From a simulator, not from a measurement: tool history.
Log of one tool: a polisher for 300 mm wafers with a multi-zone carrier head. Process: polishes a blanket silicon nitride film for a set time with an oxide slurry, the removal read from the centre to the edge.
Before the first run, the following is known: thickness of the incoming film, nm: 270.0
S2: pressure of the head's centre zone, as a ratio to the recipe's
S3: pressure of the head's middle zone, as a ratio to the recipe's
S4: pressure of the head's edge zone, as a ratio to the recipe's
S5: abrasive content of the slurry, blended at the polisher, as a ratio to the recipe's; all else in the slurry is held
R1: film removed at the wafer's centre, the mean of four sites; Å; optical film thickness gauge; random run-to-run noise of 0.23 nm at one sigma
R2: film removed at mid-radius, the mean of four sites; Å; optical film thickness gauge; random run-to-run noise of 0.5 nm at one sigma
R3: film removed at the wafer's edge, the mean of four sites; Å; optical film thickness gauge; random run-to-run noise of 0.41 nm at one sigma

run 1 day=0 | flow_of_slurry_(ml/min)=280 S2=1 S3=1 S4=1 S5=1 polishing_time_(s)=55 | R1=400.39 R2=388.14 R3=434.48
run 2 day=0.054 | flow_of_slurry_(ml/min)=280 S2=0.95 S3=1 S4=1 S5=1 polishing_time_(s)=55 | R1=379.93 R2=389.01 R3=425.43
run 3 day=0.167 | flow_of_slurry_(ml/min)=280 S2=0.95 S3=1 S4=1 S5=0.9 polishing_time_(s)=55 | R1=358.95 R2=360.56 R3=410.92
run 4 day=0.458 | flow_of_slurry_(ml/min)=280 S2=0.95 S3=1 S4=1.08 S5=0.9 polishing_time_(s)=55 | R1=356.93 R2=371.46 R3=423.2
run 5 day=0.692 | flow_of_slurry_(ml/min)=280 S2=0.94 S3=1.03 S4=1.05 S5=0.9 polishing_time_(s)=55 | R1=362.18 R2=386.81 R3=420.11
run 6 day=0.775 | flow_of_slurry_(ml/min)=280 S2=0.94 S3=1.03 S4=1.05 S5=0.9 polishing_time_(s)=67 | R1=434.52 R2=464.58 R3=515.98
-- day=0.808 edge zone pressure recalibrated
run 7 day=0.808 | flow_of_slurry_(ml/min)=285 S2=0.93 S3=1.05 S4=1.02 S5=0.85 polishing_time_(s)=66 | R1=415.09 R2=461.8 R3=458.98
run 8 day=1.042 | flow_of_slurry_(ml/min)=280 S2=0.91 S3=1.05 S4=1.01 S5=0.8 polishing_time_(s)=66 | R1=391.14 R2=447.32 R3=438.12
run 9 day=1.083 | flow_of_slurry_(ml/min)=270 S2=0.89 S3=1.04 S4=1 S5=0.8 polishing_time_(s)=66 | R1=386.31 R2=432.48 R3=436.78
run 10 day=1.2 | flow_of_slurry_(ml/min)=270 S2=0.88 S3=1.04 S4=1 S5=0.75 polishing_time_(s)=66 | R1=366.92 R2=420.39 R3=420.18
run 11 day=1.342 | flow_of_slurry_(ml/min)=265 S2=0.87 S3=1.04 S4=0.99 S5=0.75 polishing_time_(s)=66 | R1=365.58 R2=418.33 R3=422.34
run 12 day=1.438 | flow_of_slurry_(ml/min)=260 S2=0.86 S3=1.04 S4=0.98 S5=0.7 polishing_time_(s)=66 | R1=343.62 R2=400.63 R3=401.8
run 13 day=1.617 | flow_of_slurry_(ml/min)=255 S2=0.85 S3=1.04 S4=0.97 S5=0.7 polishing_time_(s)=66 | R1=334.74 R2=406.99 R3=398.96
run 14 day=1.933 | flow_of_slurry_(ml/min)=255 S2=0.85 S3=1.04 S4=0.97 S5=0.7 polishing_time_(s)=66 | R1=344.02 R2=395.78 R3=397.61
run 15 day=2.158 | flow_of_slurry_(ml/min)=230 S2=0.81 S3=1.07 S4=0.87 S5=0.6 polishing_time_(s)=66 | R1=298.58 R2=366.67 R3=340.71
run 16 day=2.317 | flow_of_slurry_(ml/min)=240 S2=0.81 S3=1.07 S4=0.88 S5=0.6 polishing_time_(s)=66 | R1=297.4 R2=363.39 R3=337.95
run 17 day=2.388 | flow_of_slurry_(ml/min)=240 S2=0.81 S3=1.07 S4=0.89 S5=0.6 polishing_time_(s)=66 | R1=294.8 R2=363.16 R3=337.21

Run 18, settings as shown, results not yet in. Your forecast:
run 18 day=2.733 | flow_of_slurry_(ml/min)=240 S2=0.82 S3=1.07 S4=0.9 S5=0.6 polishing_time_(s)=66 | R1=? R2=? R3=?

{"run 18": {"R1": 299.28, "R2": 360.78, "R3": 349.11}}
